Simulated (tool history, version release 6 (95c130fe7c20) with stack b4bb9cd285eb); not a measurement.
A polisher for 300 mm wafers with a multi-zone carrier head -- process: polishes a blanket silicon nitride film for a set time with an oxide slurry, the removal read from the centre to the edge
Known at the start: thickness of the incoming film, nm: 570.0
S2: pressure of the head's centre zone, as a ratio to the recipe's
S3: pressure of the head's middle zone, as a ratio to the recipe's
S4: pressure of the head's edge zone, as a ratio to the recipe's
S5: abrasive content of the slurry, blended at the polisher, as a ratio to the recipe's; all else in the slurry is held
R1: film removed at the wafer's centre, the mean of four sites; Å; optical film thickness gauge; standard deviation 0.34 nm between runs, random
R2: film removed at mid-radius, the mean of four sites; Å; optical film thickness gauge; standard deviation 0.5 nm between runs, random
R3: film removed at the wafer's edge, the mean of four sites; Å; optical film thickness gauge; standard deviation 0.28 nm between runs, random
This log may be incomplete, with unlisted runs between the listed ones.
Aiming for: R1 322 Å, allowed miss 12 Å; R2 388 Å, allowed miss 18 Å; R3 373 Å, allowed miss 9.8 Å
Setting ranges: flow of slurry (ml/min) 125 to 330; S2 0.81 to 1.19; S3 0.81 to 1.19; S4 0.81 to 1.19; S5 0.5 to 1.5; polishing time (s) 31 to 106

run 1 day=0 | flow_of_slurry_(ml/min)=210 S2=1 S3=1 S4=1 S5=1 polishing_time_(s)=68 | R1=426.88 R2=447.71 R3=439.77
run 2 day=0.375 | flow_of_slurry_(ml/min)=200 S2=0.96 S3=0.99 S4=0.97 S5=0.95 polishing_time_(s)=68 | R1=409.84 R2=429.82 R3=415.05
run 3 day=0.479 | flow_of_slurry_(ml/min)=195 S2=0.93 S3=1 S4=0.98 S5=0.9 polishing_time_(s)=68 | R1=374.67 R2=413.95 R3=409.06
run 4 day=0.646 | flow_of_slurry_(ml/min)=190 S2=0.91 S3=1 S4=0.97 S5=0.9 polishing_time_(s)=68 | R1=366.56 R2=407.37 R3=397.11
run 5 day=0.821 | flow_of_slurry_(ml/min)=180 S2=0.89 S3=1.01 S4=0.97 S5=0.9 polishing_time_(s)=68 | R1=365.17 R2=413.31 R3=400.47
run 6 day=1.033 | flow_of_slurry_(ml/min)=180 S2=0.89 S3=1.01 S4=1.06 S5=0.9 polishing_time_(s)=68 | R1=359.32 R2=410.16 R3=413.99
run 7 day=1.354 | flow_of_slurry_(ml/min)=175 S2=0.88 S3=1.01 S4=1.04 S5=0.9 polishing_time_(s)=68 | R1=350.74 R2=409.18 R3=413.62
run 8 day=1.571 | flow_of_slurry_(ml/min)=170 S2=0.88 S3=1.03 S4=0.94 S5=0.75 polishing_time_(s)=68 | R1=318.03 R2=379.47 R3=352.58
run 9 day=1.838 | flow_of_slurry_(ml/min)=175 S2=0.88 S3=1.03 S4=0.95 S5=0.75 polishing_time_(s)=68 | R1=320.95 R2=377.47 R3=360.11
run 10 day=2.125 | flow_of_slurry_(ml/min)=180 S2=0.88 S3=1.03 S4=0.96 S5=0.75 polishing_time_(s)=68 | R1=319.49 R2=375.68 R3=358.31
run 11 day=2.475 | flow_of_slurry_(ml/min)=180 S2=0.88 S3=1.04 S4=0.97 S5=0.75 polishing_time_(s)=68 | R1=318.05 R2=382.11 R3=362.28

4 candidate next runs follow, results not yet known. Just one meets every target within its allowed miss. Identify it.
run A day=2.825 | flow_of_slurry_(ml/min)=195 S2=0.87 S3=1.15 S4=0.99 S5=0.7 polishing_time_(s)=72 | R1=? R2=? R3=?
run B day=2.825 | flow_of_slurry_(ml/min)=220 S2=0.86 S3=1.03 S4=0.99 S5=0.85 polishing_time_(s)=63 | R1=? R2=? R3=?
run C day=2.825 | flow_of_slurry_(ml/min)=160 S2=0.88 S3=1.1 S4=0.95 S5=0.75 polishing_time_(s)=77 | R1=? R2=? R3=?
run D day=2.825 | flow_of_slurry_(ml/min)=155 S2=0.93 S3=1.11 S4=0.91 S5=0.75 polishing_time_(s)=68 | R1=? R2=? R3=?

move=A R1=325.39 R2=435.25 R3=373.24
move=B R1=321.57 R2=395.36 R3=371.52
move=C R1=354.07 R2=452.9 R3=399.29
move=D R1=327.5 R2=400.72 R3=344.17
A: the furthest-off result lands on target, but another misses its tolerance
B: every result within its allowed miss
C: takes the biggest miss from the last run beyond its target
D: further off than the last run
Go with B: it meets all targets.
